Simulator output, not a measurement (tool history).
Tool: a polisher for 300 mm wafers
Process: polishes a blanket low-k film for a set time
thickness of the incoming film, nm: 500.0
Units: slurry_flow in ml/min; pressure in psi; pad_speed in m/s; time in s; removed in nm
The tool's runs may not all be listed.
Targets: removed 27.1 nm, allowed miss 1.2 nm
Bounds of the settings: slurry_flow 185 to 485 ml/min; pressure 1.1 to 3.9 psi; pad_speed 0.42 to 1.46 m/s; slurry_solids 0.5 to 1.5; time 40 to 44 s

run 1 hour=0 | slurry_flow=310 pressure=2.5 pad_speed=0.94 slurry_solids=1 time=44 | removed=19.37
run 2 hour=3.7 | slurry_flow=310 pressure=2.6 pad_speed=0.94 slurry_solids=1 time=44 | removed=19.928
run 3 hour=11.3 | slurry_flow=345 pressure=2.6 pad_speed=0.94 slurry_solids=1 time=44 | removed=20.468
run 4 hour=20.3 | slurry_flow=345 pressure=2.6 pad_speed=0.86 slurry_solids=1 time=44 | removed=18.616
run 5 hour=21.9 | slurry_flow=345 pressure=2.8 pad_speed=0.86 slurry_solids=1 time=44 | removed=20.308
run 6 hour=28.7 | slurry_flow=345 pressure=2.8 pad_speed=0.72 slurry_solids=1 time=44 | removed=17.595
run 7 hour=35.6 | slurry_flow=345 pressure=3 pad_speed=0.72 slurry_solids=1 time=44 | removed=19.211
run 8 hour=40.2 | slurry_flow=345 pressure=3.7 pad_speed=0.74 slurry_solids=1 time=44 | removed=24.328
-- hour=42 worn pad replaced by a new one
run 9 hour=42 | slurry_flow=345 pressure=3.9 pad_speed=0.8 slurry_solids=1 time=44 | removed=29.556
run 10 hour=50.3 | slurry_flow=345 pressure=3.9 pad_speed=0.8 slurry_solids=1 time=44 | removed=29.387
run 11 hour=56.7 | slurry_flow=345 pressure=3.8 pad_speed=0.8 slurry_solids=1 time=44 | removed=28.485

4 next moves are on the table. One of them brings every result within its allowed miss. Which?
run A hour=63.1 | slurry_flow=385 pressure=3.7 pad_speed=0.76 slurry_solids=1.25 time=44 | removed=?
run B hour=63.1 | slurry_flow=345 pressure=3.8 pad_speed=0.82 slurry_solids=1.05 time=44 | removed=?
run C hour=63.1 | slurry_flow=350 pressure=3.8 pad_speed=0.8 slurry_solids=0.95 time=43 | removed=?
run D hour=63.1 | slurry_flow=315 pressure=3.9 pad_speed=0.84 slurry_solids=1.05 time=43 | removed=?

move=A removed=30.216
move=B removed=29.688
move=C removed=26.751
move=D removed=30.082
A: further off than the last run
B: further off than the last run
C: meets every target
D: further off than the last run
Move C is the one to make.

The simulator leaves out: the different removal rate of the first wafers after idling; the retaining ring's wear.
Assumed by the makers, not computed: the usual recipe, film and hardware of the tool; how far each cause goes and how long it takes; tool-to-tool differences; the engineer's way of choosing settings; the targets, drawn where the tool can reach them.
